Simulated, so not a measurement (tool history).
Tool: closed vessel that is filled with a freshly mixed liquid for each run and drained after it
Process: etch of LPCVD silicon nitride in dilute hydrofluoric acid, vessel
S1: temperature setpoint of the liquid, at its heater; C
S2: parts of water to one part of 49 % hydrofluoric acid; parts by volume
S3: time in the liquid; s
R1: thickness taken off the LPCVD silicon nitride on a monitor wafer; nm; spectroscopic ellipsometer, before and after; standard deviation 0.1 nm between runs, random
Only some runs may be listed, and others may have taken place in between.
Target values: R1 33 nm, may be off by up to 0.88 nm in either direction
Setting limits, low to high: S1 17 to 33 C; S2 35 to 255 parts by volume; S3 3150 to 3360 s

{"run": 1, "hour": 0.0, "S1": 25, "S2": 145, "S3": 3150, "R1": 11.28}
{"run": 2, "hour": 0.8, "S1": 23, "S2": 145, "S3": 3150, "R1": 9.9074}
{"run": 3, "hour": 8.8, "S1": 23, "S2": 185, "S3": 3150, "R1": 7.8503}
{"run": 4, "hour": 12.3, "S1": 25, "S2": 155, "S3": 3155, "R1": 10.637}
{"run": 5, "hour": 20.4, "S1": 25, "S2": 155, "S3": 3150, "R1": 10.581}
{"run": 6, "hour": 26.6, "S1": 26.5, "S2": 135, "S3": 3155, "R1": 13.447}
{"run": 7, "hour": 29.7, "S1": 28, "S2": 120, "S3": 3160, "R1": 16.601}
{"run": 8, "hour": 31.5, "S1": 29, "S2": 110, "S3": 3160, "R1": 19.211}
{"run": 9, "hour": 39.6, "S1": 30, "S2": 100, "S3": 3160, "R1": 22.548}
{"run": 10, "hour": 43.5, "S1": 30.5, "S2": 95, "S3": 3160, "R1": 24.682}
{"run": 11, "hour": 44.8, "S1": 31, "S2": 90, "S3": 3160, "R1": 26.652}
{"run": 12, "hour": 45.9, "S1": 31.5, "S2": 90, "S3": 3160, "R1": 27.549}
{"run": 13, "hour": 46.4, "S1": 32, "S2": 90, "S3": 3160, "R1": 28.419}
{"run": 14, "hour": 53.1, "S1": 33, "S2": 75, "S3": 3165, "R1": 36.412}

4 candidate next runs follow, results not yet known. Just one meets every target within its allowed miss. Identify it.
{"run": "A", "hour": 59.8, "S1": 30.5, "S2": 70, "S3": 3165, "R1": "?"}
{"run": "B", "hour": 59.8, "S1": 31, "S2": 65, "S3": 3235, "R1": "?"}
{"run": "C", "hour": 59.8, "S1": 32.5, "S2": 75, "S3": 3360, "R1": "?"}
{"run": "D", "hour": 59.8, "S1": 31.5, "S2": 70, "S3": 3150, "R1": "?"}

move=A R1=33.356
move=B R1=37.896
move=C R1=37.477
move=D R1=35.366
A: all results in spec
B: moves away from the targets compared with the last run
C: moves away from the targets compared with the last run
D: nearer than the last run, and not there yet
The right move is A.
